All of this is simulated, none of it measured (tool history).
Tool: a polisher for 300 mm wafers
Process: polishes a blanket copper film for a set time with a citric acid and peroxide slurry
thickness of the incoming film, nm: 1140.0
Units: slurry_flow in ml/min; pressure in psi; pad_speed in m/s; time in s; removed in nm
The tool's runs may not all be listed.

Run 1, hour 0.0: slurry_flow 235 ml/min, pressure 2.9 psi, pad_speed 0.90 m/s, slurry_solids 1.0, time 61 s. Result: removed 128.230 nm.
Run 2, hour 1.5: slurry_flow 235 ml/min, pressure 2.9 psi, pad_speed 0.90 m/s, slurry_solids 1.0, time 64 s. Result: removed 130.960 nm.
Run 3, hour 3.5: slurry_flow 235 ml/min, pressure 2.9 psi, pad_speed 1.08 m/s, slurry_solids 1.0, time 64 s. Result: removed 160.250 nm.
Run 4, hour 9.2: slurry_flow 235 ml/min, pressure 2.5 psi, pad_speed 0.98 m/s, slurry_solids 1.0, time 64 s. Result: removed 124.850 nm.
Run 5, hour 10.6: slurry_flow 235 ml/min, pressure 2.5 psi, pad_speed 1.14 m/s, slurry_solids 1.0, time 64 s. Result: removed 146.620 nm.
Run 6, hour 15.0: slurry_flow 235 ml/min, pressure 2.2 psi, pad_speed 1.04 m/s, slurry_solids 1.0, time 64 s. Result: removed 115.620 nm.

Forecast run 7:
Run 7, hour 18.8: slurry_flow 235 ml/min, pressure 2.0 psi, pad_speed 0.98 m/s, slurry_solids 1.0, time 64 s. Result: removed ?.

Run 7 gave removed 98.108 nm.

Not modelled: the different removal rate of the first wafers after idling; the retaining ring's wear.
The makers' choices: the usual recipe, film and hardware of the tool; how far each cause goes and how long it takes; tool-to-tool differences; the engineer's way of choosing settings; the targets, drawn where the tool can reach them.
